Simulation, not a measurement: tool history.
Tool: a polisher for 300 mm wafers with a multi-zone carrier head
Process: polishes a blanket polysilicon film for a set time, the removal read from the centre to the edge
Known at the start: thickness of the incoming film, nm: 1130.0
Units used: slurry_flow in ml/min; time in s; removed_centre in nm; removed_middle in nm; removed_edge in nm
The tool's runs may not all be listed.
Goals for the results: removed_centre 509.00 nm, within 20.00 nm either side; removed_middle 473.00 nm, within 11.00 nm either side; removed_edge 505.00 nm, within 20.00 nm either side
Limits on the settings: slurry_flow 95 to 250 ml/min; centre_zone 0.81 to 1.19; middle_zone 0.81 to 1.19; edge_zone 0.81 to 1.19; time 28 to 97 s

{"run": 1, "hour": 0.0, "slurry_flow": 160, "centre_zone": 1.0, "middle_zone": 1.0, "edge_zone": 1.0, "time": 62, "removed_centre": 346.73, "removed_middle": 336.34, "removed_edge": 358.08}
{"run": 2, "hour": 1.1, "slurry_flow": 160, "centre_zone": 1.07, "middle_zone": 1.0, "edge_zone": 1.0, "time": 62, "removed_centre": 376.84, "removed_middle": 337.68, "removed_edge": 362.53}
{"run": 3, "hour": 7.5, "slurry_flow": 160, "centre_zone": 1.07, "middle_zone": 1.0, "edge_zone": 1.0, "time": 52, "removed_centre": 308.01, "removed_middle": 278.7, "removed_edge": 302.24}
{"run": 4, "hour": 9.6, "slurry_flow": 160, "centre_zone": 0.99, "middle_zone": 1.0, "edge_zone": 1.0, "time": 52, "removed_centre": 281.48, "removed_middle": 282.04, "removed_edge": 301.27}
{"run": 5, "hour": 12.4, "slurry_flow": 175, "centre_zone": 1.02, "middle_zone": 1.03, "edge_zone": 1.05, "time": 59, "removed_centre": 344.14, "removed_middle": 333.77, "removed_edge": 354.68}
{"run": 6, "hour": 18.3, "slurry_flow": 210, "centre_zone": 1.02, "middle_zone": 1.03, "edge_zone": 1.05, "time": 59, "removed_centre": 353.51, "removed_middle": 340.34, "removed_edge": 356.89}
{"run": 7, "hour": 23.7, "slurry_flow": 200, "centre_zone": 1.04, "middle_zone": 1.05, "edge_zone": 1.08, "time": 64, "removed_centre": 385.19, "removed_middle": 374.36, "removed_edge": 393.44}
{"run": 8, "hour": 31.3, "slurry_flow": 200, "centre_zone": 1.04, "middle_zone": 1.05, "edge_zone": 1.08, "time": 64, "removed_centre": 386.25, "removed_middle": 370.17, "removed_edge": 384.06}
{"run": 9, "hour": 36.0, "slurry_flow": 200, "centre_zone": 1.04, "middle_zone": 1.05, "edge_zone": 1.1, "time": 69, "removed_centre": 418.89, "removed_middle": 405.33, "removed_edge": 424.72}
{"hour": 44.7, "done": "edge zone pressure recalibrated"}
{"run": 10, "hour": 44.7, "slurry_flow": 200, "centre_zone": 1.06, "middle_zone": 1.05, "edge_zone": 1.12, "time": 72, "removed_centre": 434.1, "removed_middle": 421.36, "removed_edge": 428.45}
{"run": 11, "hour": 48.1, "slurry_flow": 215, "centre_zone": 1.04, "middle_zone": 1.02, "edge_zone": 1.09, "time": 75, "removed_centre": 454.34, "removed_middle": 433.62, "removed_edge": 447.72}
{"run": 12, "hour": 56.5, "slurry_flow": 205, "centre_zone": 1.06, "middle_zone": 1.02, "edge_zone": 1.12, "time": 77, "removed_centre": 467.75, "removed_middle": 440.76, "removed_edge": 460.77}
{"run": 13, "hour": 63.0, "slurry_flow": 205, "centre_zone": 1.07, "middle_zone": 1.02, "edge_zone": 1.14, "time": 79, "removed_centre": 484.43, "removed_middle": 455.2, "removed_edge": 489.78}
{"run": 14, "hour": 65.6, "slurry_flow": 210, "centre_zone": 1.08, "middle_zone": 1.02, "edge_zone": 1.15, "time": 79, "removed_centre": 497.86, "removed_middle": 449.02, "removed_edge": 478.39}
{"run": 15, "hour": 72.4, "slurry_flow": 210, "centre_zone": 1.08, "middle_zone": 1.02, "edge_zone": 1.16, "time": 80, "removed_centre": 497.49, "removed_middle": 457.99, "removed_edge": 497.5}
{"run": 16, "hour": 77.2, "slurry_flow": 215, "centre_zone": 1.08, "middle_zone": 1.02, "edge_zone": 1.16, "time": 80, "removed_centre": 496.9, "removed_middle": 462.94, "removed_edge": 503.97}
{"run": 17, "hour": 83.2, "slurry_flow": 220, "centre_zone": 1.08, "middle_zone": 1.02, "edge_zone": 1.16, "time": 80, "removed_centre": 504.84, "removed_middle": 460.75, "removed_edge": 495.48}

4 next moves are on the table. One of them brings every result within its allowed miss. Which?
{"run": "A", "hour": 89.2, "slurry_flow": 220, "centre_zone": 1.14, "middle_zone": 0.99, "edge_zone": 1.16, "time": 81, "removed_centre": "?", "removed_middle": "?", "removed_edge": "?"}
{"run": "B", "hour": 89.2, "slurry_flow": 185, "centre_zone": 1.0, "middle_zone": 0.95, "edge_zone": 1.19, "time": 85, "removed_centre": "?", "removed_middle": "?", "removed_edge": "?"}
{"run": "C", "hour": 89.2, "slurry_flow": 205, "centre_zone": 0.98, "middle_zone": 0.98, "edge_zone": 1.19, "time": 87, "removed_centre": "?", "removed_middle": "?", "removed_edge": "?"}
{"run": "D", "hour": 89.2, "slurry_flow": 215, "centre_zone": 1.07, "middle_zone": 1.03, "edge_zone": 1.18, "time": 82, "removed_centre": "?", "removed_middle": "?", "removed_edge": "?"}

move=A removed_centre=537.36 removed_middle=458.22 removed_edge=499.40
move=B removed_centre=481.98 removed_middle=454.66 removed_edge=520.95
move=C removed_centre=490.79 removed_middle=484.15 removed_edge=538.30
move=D removed_centre=508.93 removed_middle=478.51 removed_edge=507.59
A: lands further from the targets than the last run did
B: lands further from the targets than the last run did
C: pushes the last run's worst result past its target
D: every result lands within tolerance
The move that meets every target is D.
